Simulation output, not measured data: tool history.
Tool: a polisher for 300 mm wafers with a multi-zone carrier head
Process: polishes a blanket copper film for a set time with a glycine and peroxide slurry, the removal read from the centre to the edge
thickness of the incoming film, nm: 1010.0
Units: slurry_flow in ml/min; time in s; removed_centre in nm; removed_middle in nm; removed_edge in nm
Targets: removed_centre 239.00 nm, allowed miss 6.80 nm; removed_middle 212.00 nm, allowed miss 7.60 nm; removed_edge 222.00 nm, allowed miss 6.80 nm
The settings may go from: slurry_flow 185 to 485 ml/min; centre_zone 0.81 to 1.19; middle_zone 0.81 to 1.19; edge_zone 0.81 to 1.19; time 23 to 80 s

run	day	slurry_flow	centre_zone	middle_zone	edge_zone	time	removed_centre	removed_middle	removed_edge
1	0.000	310	1.00	1.00	1.00	51	205.32	208.72	205.09
2	0.283	250	1.00	1.00	1.00	51	204.29	202.32	204.89
3	0.442	250	1.00	1.00	1.00	40	160.48	158.96	160.59
4	0.475	250	1.00	0.92	1.00	40	160.74	148.72	157.50
5	0.650	250	1.03	0.95	1.03	42	172.02	162.16	172.28
6	0.892	250	1.03	0.89	1.03	42	172.11	155.16	171.08
7	1.233	260	1.06	0.91	1.04	43	182.47	159.96	177.08
8	1.454	270	1.08	0.94	1.05	44	189.98	166.98	181.32
9	1.662	310	1.17	1.04	1.15	53	254.07	216.42	231.04
10	1.792	305	1.16	1.04	1.14	53	248.99	218.13	229.46

Which of these 5 next moves meets every target?
A	1.921	380	1.13	1.04	1.00	51	?	?	?
B	1.921	320	1.09	1.06	1.14	54	?	?	?
C	1.921	240	1.13	0.94	1.06	57	?	?	?
D	1.921	290	1.12	1.10	1.09	53	?	?	?
E	1.921	285	1.13	0.99	1.07	53	?	?	?

move	removed_centre	removed_middle	removed_edge
A	240.96	219.05	210.98
B	242.79	232.25	236.21
C	258.79	220.31	236.43
D	242.92	232.26	225.21
E	244.57	215.35	223.16
A: brings the result that was furthest off to its target, and leaves another outside
B: brings the result that was furthest off to its target, and leaves another outside
C: further off than the last run
D: brings the result that was furthest off to its target, and leaves another outside
E: meets every target
The right move is E.
